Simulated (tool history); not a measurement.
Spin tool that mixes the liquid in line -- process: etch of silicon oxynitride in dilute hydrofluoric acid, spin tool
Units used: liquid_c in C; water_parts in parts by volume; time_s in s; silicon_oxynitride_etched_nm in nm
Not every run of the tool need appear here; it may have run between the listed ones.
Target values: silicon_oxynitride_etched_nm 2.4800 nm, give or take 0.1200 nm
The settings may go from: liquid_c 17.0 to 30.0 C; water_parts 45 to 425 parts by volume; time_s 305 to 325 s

run,hour,liquid_c,water_parts,time_s,silicon_oxynitride_etched_nm
1,0.0,22.0,235,305,3.3705
2,5.2,21.5,240,305,3.2892
3,6.8,21.5,240,325,3.5016
4,10.2,21.0,245,325,3.3129
5,15.2,21.0,245,325,3.2847
6,16.3,20.5,245,325,3.2688
7,21.1,20.0,250,325,3.0918
8,28.8,19.5,255,325,3.0058
9,31.7,19.5,255,325,3.0097

Of the 5 settings listed for the next run, only one would bring every result within its allowed miss of target. Which one?
A,34.6,18.0,190,305,?
B,34.6,17.0,270,325,?
C,34.6,21.0,195,325,?
D,34.6,20.5,320,305,?
E,34.6,23.0,355,305,?

move,silicon_oxynitride_etched_nm
A,3.6672
B,2.5036
C,4.3681
D,2.2551
E,2.2137
A: lands further from the targets than the last run did
B: every result within its allowed miss
C: lands further from the targets than the last run did
D: takes the result that was furthest off past its target
E: takes the result that was furthest off past its target
Go with B: it meets all targets.

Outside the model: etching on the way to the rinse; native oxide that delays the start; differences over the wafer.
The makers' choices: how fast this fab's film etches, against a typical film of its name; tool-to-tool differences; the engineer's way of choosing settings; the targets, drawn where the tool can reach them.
